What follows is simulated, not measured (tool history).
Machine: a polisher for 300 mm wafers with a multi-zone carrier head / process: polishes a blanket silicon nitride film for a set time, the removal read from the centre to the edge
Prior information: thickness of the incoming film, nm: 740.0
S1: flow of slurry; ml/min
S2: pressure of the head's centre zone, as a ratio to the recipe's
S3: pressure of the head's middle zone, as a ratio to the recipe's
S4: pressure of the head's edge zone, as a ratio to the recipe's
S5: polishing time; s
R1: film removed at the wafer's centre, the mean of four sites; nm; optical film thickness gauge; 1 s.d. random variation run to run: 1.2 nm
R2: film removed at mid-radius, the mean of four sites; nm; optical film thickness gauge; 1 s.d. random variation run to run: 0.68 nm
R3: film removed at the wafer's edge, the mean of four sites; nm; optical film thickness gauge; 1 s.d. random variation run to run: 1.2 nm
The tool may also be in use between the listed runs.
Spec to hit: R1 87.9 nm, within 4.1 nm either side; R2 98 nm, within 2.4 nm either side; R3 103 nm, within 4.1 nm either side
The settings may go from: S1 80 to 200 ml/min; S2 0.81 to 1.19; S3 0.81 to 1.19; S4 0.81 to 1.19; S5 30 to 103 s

Run 1, hour 0: S1 130 ml/min, S2 1, S3 1, S4 1, S5 66 s. Result: R1 121.79 nm, R2 118.23 nm, R3 122.88 nm.
Run 2, hour 2.5: S1 100 ml/min, S2 1, S3 1, S4 1, S5 66 s. Result: R1 115.17 nm, R2 114.29 nm, R3 117.24 nm.
Run 3, hour 10.4: S1 120 ml/min, S2 1, S3 1, S4 1, S5 66 s. Result: R1 117.98 nm, R2 117.82 nm, R3 118.78 nm.
Run 4, hour 17.9: S1 115 ml/min, S2 0.96, S3 0.98, S4 0.98, S5 65 s. Result: R1 112.6 nm, R2 113.25 nm, R3 118.51 nm.
Run 5, hour 25.6: S1 115 ml/min, S2 0.96, S3 0.92, S4 0.98, S5 65 s. Result: R1 111.84 nm, R2 106.53 nm, R3 115.58 nm.
Run 6, hour 30.7: S1 115 ml/min, S2 0.96, S3 0.92, S4 1.03, S5 65 s. Result: R1 112.69 nm, R2 107.19 nm, R3 120 nm.
Run 7, hour 34.7: S1 110 ml/min, S2 0.93, S3 0.92, S4 1, S5 64 s. Result: R1 107.2 nm, R2 104.06 nm, R3 117.25 nm.
Run 8, hour 43.2: S1 105 ml/min, S2 0.91, S3 0.93, S4 0.97, S5 63 s. Result: R1 102.32 nm, R2 102.12 nm, R3 111.45 nm.
Run 9, hour 46.4: S1 100 ml/min, S2 0.89, S3 0.94, S4 0.96, S5 63 s. Result: R1 99.162 nm, R2 102.07 nm, R3 109.88 nm.

Which one of the following 5 next-run settings gets every result inside its allowed miss? There is exactly one.
Run A, hour 49.6: S1 110 ml/min, S2 0.98, S3 0.93, S4 0.92, S5 65 s. Result: R1 ?, R2 ?, R3 ?.
Run B, hour 49.6: S1 130 ml/min, S2 1.05, S3 1.09, S4 0.81, S5 53 s. Result: R1 ?, R2 ?, R3 ?.
Run C, hour 49.6: S1 95 ml/min, S2 0.91, S3 1, S4 0.94, S5 60 s. Result: R1 ?, R2 ?, R3 ?.
Run D, hour 49.6: S1 80 ml/min, S2 0.89, S3 1.02, S4 0.81, S5 59 s. Result: R1 ?, R2 ?, R3 ?.
Run E, hour 49.6: S1 85 ml/min, S2 0.83, S3 0.96, S4 0.91, S5 61 s. Result: R1 ?, R2 ?, R3 ?.

move      R1      R2      R3
   A  111.82  107.54  114.59
   B  99.675  103.39  91.749
   C  94.438  102.47  104.27
   D  87.518  98.767  95.654
   E  87.286  98.347  103.35
A: its largest miss is bigger than the last run's
B: about as far from the targets as the last run
C: closes in on the targets versus the last run, not all within tolerance yet
D: brings the last run's worst result on target, with another outside its allowed miss
E: every result lands within tolerance
Answer: E
